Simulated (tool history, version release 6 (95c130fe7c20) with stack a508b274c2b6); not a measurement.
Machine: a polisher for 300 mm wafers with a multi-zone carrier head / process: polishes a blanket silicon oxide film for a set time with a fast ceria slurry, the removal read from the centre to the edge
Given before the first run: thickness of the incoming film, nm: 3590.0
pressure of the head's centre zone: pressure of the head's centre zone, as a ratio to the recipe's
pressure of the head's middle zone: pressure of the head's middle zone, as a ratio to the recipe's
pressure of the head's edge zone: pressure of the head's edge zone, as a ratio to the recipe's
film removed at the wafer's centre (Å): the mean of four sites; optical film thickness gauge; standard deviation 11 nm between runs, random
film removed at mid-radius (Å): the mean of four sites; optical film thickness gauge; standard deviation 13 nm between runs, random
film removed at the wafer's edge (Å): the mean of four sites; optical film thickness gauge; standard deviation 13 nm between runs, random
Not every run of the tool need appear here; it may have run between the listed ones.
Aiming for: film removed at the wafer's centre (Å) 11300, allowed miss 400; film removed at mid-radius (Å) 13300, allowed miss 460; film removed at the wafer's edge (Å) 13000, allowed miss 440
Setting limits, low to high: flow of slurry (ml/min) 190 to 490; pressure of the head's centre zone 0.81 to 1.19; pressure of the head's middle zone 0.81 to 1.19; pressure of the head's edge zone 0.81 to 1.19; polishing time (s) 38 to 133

run  hour  flow of slurry (ml/min)  pressure of the head's centre zone  pressure of the head's middle zone  pressure of the head's edge zone  polishing time (s)  film removed at the wafer's centre (Å)  film removed at mid-radius (Å)  film removed at the wafer's edge (Å)
  1     0                      315                                   1                                   1                                 1                  85                                  9544.9                           10241                                 10099
  2   7.9                      315                                   1                                1.01                              1.02                  87                                  9776.9                           10504                                 10388
  3  14.8                      315                                   1                                1.01                              0.95                  87                                  9713.3                           10362                                 10135
  4    17                      315                                   1                                1.01                              0.95                  79                                  8675.8                            9515                                8973.9
     17.9  -- slurry nozzle cleaned
  5  17.9                      315                                0.99                                1.02                              0.97                  82                                  9684.2                           10591                                 10078
  6  23.4                      315                                0.99                                1.06                              0.97                  82                                    9714                           10695                                 10059
  7  29.5                      310                                0.98                                1.08                                 1                  83                                  9781.8                           11229                                 10536
  8  31.5                      310                                0.98                                1.08                                 1                  83                                  9764.3                           11338                                 10423
  9  40.3                      310                                0.98                                1.08                              1.03                  85                                  9815.7                           11376                                 10589
 10  42.7                      315                                0.95                                1.06                              1.12                 105                                   11863                           14101                                 13827

5 next moves are on the table. One of them brings every result within its allowed miss. Which?
  A  45.1                      310                                0.94                                1.07                              1.09                 100                                       ?                               ?                                     ?
  B  45.1                      405                                0.93                                0.96                              1.12                 116                                       ?                               ?                                     ?
  C  45.1                      375                                0.93                                1.15                              1.05                 106                                       ?                               ?                                     ?
  D  45.1                      310                                0.98                                0.96                              1.19                 106                                       ?                               ?                                     ?
  E  45.1                      270                                0.94                                0.99                              1.11                 114                                       ?                               ?                                     ?

move  film removed at the wafer's centre (Å)  film removed at mid-radius (Å)  film removed at the wafer's edge (Å)
   A                                   11222                           13510                                 12901
   B                                   13198                           14632                                 15469
   C                                   11998                           15498                                 13586
   D                                   12396                           13060                                 14328
   E                                   12580                           14208                                 14692
A: in spec on every target
B: misses by more than the last run did
C: misses by more than the last run did
D: misses by more than the last run did
E: misses by more than the last run did
A is the move that brings every result within its allowed miss.
